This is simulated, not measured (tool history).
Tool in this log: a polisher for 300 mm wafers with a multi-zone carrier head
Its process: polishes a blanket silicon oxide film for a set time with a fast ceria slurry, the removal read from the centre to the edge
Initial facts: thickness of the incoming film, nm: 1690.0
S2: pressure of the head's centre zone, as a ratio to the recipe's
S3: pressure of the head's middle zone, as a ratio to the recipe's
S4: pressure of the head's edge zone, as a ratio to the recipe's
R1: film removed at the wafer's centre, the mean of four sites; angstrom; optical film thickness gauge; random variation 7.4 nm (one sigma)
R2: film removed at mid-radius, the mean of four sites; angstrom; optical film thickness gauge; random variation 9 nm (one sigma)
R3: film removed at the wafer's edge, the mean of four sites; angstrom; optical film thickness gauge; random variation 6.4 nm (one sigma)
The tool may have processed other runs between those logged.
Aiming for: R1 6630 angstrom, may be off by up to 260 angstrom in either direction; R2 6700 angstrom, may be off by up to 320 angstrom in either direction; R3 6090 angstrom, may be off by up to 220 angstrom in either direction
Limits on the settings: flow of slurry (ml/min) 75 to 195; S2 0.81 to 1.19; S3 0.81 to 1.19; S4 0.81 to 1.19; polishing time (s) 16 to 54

Run 1, hour 0: flow of slurry (ml/min) 125, S2 1, S3 1, S4 1, polishing time (s) 35. Result: R1 5015 angstrom, R2 4920.3 angstrom, R3 4881.6 angstrom.
Run 2, hour 7: flow of slurry (ml/min) 125, S2 1, S3 1, S4 0.93, polishing time (s) 35. Result: R1 5108 angstrom, R2 4923.2 angstrom, R3 4754.6 angstrom.
Run 3, hour 14.6: flow of slurry (ml/min) 125, S2 0.94, S3 1, S4 0.93, polishing time (s) 35. Result: R1 4755.7 angstrom, R2 4883.2 angstrom, R3 4838 angstrom.
Run 4, hour 16.8: flow of slurry (ml/min) 130, S2 0.95, S3 1.01, S4 0.94, polishing time (s) 36. Result: R1 5053.2 angstrom, R2 5185.9 angstrom, R3 4909.8 angstrom.
Run 5, hour 20: flow of slurry (ml/min) 135, S2 0.96, S3 1.01, S4 0.96, polishing time (s) 37. Result: R1 5257.9 angstrom, R2 5466.2 angstrom, R3 5154.6 angstrom.
Run 6, hour 25: flow of slurry (ml/min) 135, S2 0.96, S3 1.01, S4 1.01, polishing time (s) 37. Result: R1 5135.5 angstrom, R2 5258.7 angstrom, R3 5235.9 angstrom.
Run 7, hour 27.4: flow of slurry (ml/min) 140, S2 0.97, S3 1.02, S4 1.02, polishing time (s) 38. Result: R1 5342.6 angstrom, R2 5647 angstrom, R3 5494.6 angstrom.
Run 8, hour 30.8: flow of slurry (ml/min) 145, S2 0.99, S3 1.02, S4 1.02, polishing time (s) 38. Result: R1 5605.8 angstrom, R2 5541.7 angstrom, R3 5586 angstrom.
Run 9, hour 36.4: flow of slurry (ml/min) 150, S2 1, S3 1.04, S4 1.01, polishing time (s) 38. Result: R1 5726.3 angstrom, R2 5732.1 angstrom, R3 5532.9 angstrom.
Run 10, hour 41.2: flow of slurry (ml/min) 155, S2 1, S3 1.05, S4 1.01, polishing time (s) 38. Result: R1 5843.8 angstrom, R2 5925.7 angstrom, R3 5580.2 angstrom.
Run 11, hour 45.5: flow of slurry (ml/min) 160, S2 1, S3 1.06, S4 1.01, polishing time (s) 38. Result: R1 5737.7 angstrom, R2 5828.3 angstrom, R3 5526.9 angstrom.
Run 12, hour 46.6: flow of slurry (ml/min) 160, S2 1.01, S3 1.07, S4 1.01, polishing time (s) 38. Result: R1 5944.2 angstrom, R2 5908.5 angstrom, R3 5577.2 angstrom.
Run 13, hour 54.4: flow of slurry (ml/min) 165, S2 1.01, S3 1.08, S4 1.01, polishing time (s) 38. Result: R1 5892.1 angstrom, R2 6097 angstrom, R3 5538.9 angstrom.
Run 14, hour 58.1: flow of slurry (ml/min) 165, S2 1.01, S3 1.08, S4 1.01, polishing time (s) 38. Result: R1 5963.2 angstrom, R2 5915 angstrom, R3 5678.8 angstrom.

Exercise: of the 5 proposed moves below, exactly one satisfies all targets within the stated allowed misses. Which move is it?
Run A, hour 61.8: flow of slurry (ml/min) 190, S2 0.89, S3 0.84, S4 1.19, polishing time (s) 38. Result: R1 ?, R2 ?, R3 ?.
Run B, hour 61.8: flow of slurry (ml/min) 165, S2 1.05, S3 0.98, S4 0.92, polishing time (s) 44. Result: R1 ?, R2 ?, R3 ?.
Run C, hour 61.8: flow of slurry (ml/min) 170, S2 0.98, S3 1.03, S4 0.86, polishing time (s) 43. Result: R1 ?, R2 ?, R3 ?.
Run D, hour 61.8: flow of slurry (ml/min) 150, S2 0.86, S3 1.07, S4 1.04, polishing time (s) 41. Result: R1 ?, R2 ?, R3 ?.
Run E, hour 61.8: flow of slurry (ml/min) 185, S2 0.85, S3 0.84, S4 1.19, polishing time (s) 40. Result: R1 ?, R2 ?, R3 ?.

move      R1      R2      R3
   A  5438.6  4907.6  6075.7
   B    7256  6307.7  6262.6
   C  6655.7  6465.2  5999.3
   D  5424.3  6227.1  6017.1
   E  5440.1  5145.7    6376
A: further off than the last run
B: moves the result that the last run missed by most past its target, out the other side
C: in spec on every target
D: further off than the last run
E: further off than the last run
Move C is the one to make.
